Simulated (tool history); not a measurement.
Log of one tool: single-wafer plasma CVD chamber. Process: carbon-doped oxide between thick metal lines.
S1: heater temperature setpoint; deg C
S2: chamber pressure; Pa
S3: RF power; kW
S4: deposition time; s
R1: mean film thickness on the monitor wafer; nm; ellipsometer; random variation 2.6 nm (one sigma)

| run | hour | S1 | S2 | S3 | S4 | R1 |
|---|---|---|---|---|---|---|
| 1 | 0 | 330 | 476 | 0.585 | 168 | 979.35 |
| 2 | 4.7 | 331 | 467 | 0.55 | 166 | 916.16 |
| 3 | 10.1 | 331 | 467 | 0.55 | 160 | 883.23 |
| 4 | 12.5 | 331 | 427 | 0.55 | 160 | 870.92 |
| 5 | 16.3 | 332 | 411 | 0.545 | 160 | 866.28 |
| 6 | 19.2 | 322 | 411 | 0.545 | 160 | 894.15 |
| 7 | 21 | 324 | 393 | 0.535 | 160 | 870.06 |
| 8 | 27.5 | 325 | 380 | 0.525 | 160 | 850.19 |

Run 9 comes next. What will it give?
| 9 | 29.9 | 326 | 369 | 0.52 | 160 | ? |

R1: 836.82 nm
